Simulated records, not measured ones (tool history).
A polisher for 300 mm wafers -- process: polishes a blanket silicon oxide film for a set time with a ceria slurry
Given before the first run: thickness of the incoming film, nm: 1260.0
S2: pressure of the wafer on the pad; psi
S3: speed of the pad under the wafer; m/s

Run 1, hour 0: flow of slurry (ml/min) 185, S2 2.9 psi, S3 1.22 m/s, polishing time (s) 40. Result: film removed (nm) 197.12.
Run 2, hour 7.2: flow of slurry (ml/min) 150, S2 2.9 psi, S3 1.22 m/s, polishing time (s) 40. Result: film removed (nm) 191.28.
Run 3, hour 14.5: flow of slurry (ml/min) 150, S2 2.5 psi, S3 1.22 m/s, polishing time (s) 40. Result: film removed (nm) 175.24.
Run 4, hour 16: flow of slurry (ml/min) 150, S2 2.4 psi, S3 1.22 m/s, polishing time (s) 40. Result: film removed (nm) 170.21.
Run 5, hour 17.9: flow of slurry (ml/min) 150, S2 2.3 psi, S3 1.22 m/s, polishing time (s) 40. Result: film removed (nm) 167.94.
Run 6, hour 19.8: flow of slurry (ml/min) 170, S2 2.3 psi, S3 1.22 m/s, polishing time (s) 40. Result: film removed (nm) 172.65.
Run 7, hour 22.5: flow of slurry (ml/min) 165, S2 2.2 psi, S3 1.22 m/s, polishing time (s) 40. Result: film removed (nm) 163.07.

Estimate the outcome of run 8 from the log above:
At hour 30: worn pad replaced by a new one.
Run 8, hour 30: flow of slurry (ml/min) 165, S2 2.1 psi, S3 1.22 m/s, polishing time (s) 40. Result: film removed (nm) ?.

{"run 8": {"film removed (nm)": 182.18}}

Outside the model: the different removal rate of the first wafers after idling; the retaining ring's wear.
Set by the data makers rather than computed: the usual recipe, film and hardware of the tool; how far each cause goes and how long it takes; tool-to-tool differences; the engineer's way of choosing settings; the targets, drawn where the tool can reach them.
